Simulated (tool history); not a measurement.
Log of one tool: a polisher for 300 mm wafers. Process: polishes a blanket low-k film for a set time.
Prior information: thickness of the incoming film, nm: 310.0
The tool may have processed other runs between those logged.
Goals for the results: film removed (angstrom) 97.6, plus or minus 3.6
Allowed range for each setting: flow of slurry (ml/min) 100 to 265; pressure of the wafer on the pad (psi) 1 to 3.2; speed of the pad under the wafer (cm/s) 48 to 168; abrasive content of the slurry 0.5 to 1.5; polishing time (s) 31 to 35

run	hour	flow of slurry (ml/min)	pressure of the wafer on the pad (psi)	speed of the pad under the wafer (cm/s)	abrasive content of the slurry	polishing time (s)	film removed (angstrom)
1	0	170	2.1	108	1	35	179.07
2	6.4	170	1.7	108	1	35	145.88
3	11.1	205	1.7	108	1	35	149.56
4	16.2	205	2.1	108	1	35	178.74
5	21.7	205	2.1	108	1	31	166.12
6	30	205	2.1	120	1	31	176.63
7	34.6	205	1.9	116	1	31	153.9
8	43	205	1.7	116	1	31	141.71
9	46.2	205	1.6	114	1	31	131.43
10	53.8	205	1.5	114	1	31	123.43
11	54.3	190	1	112	1	31	85.905
12	62.7	190	1.1	112	1	31	92.781

4 next moves are on the table. One of them brings every result within its allowed miss. Which?
A	71.1	185	1.1	96	0.9	35	?
B	71.1	190	1	110	1.05	31	?
C	71.1	190	1.1	114	0.9	35	?
D	71.1	175	1.2	76	1.35	31	?

move	film removed (angstrom)
A	86.547
B	88.354
C	99.705
D	86.945
A: its largest miss is bigger than the last run's
B: its largest miss is bigger than the last run's
C: all results in spec
D: its largest miss is bigger than the last run's
Correct choice: C, which meets every target
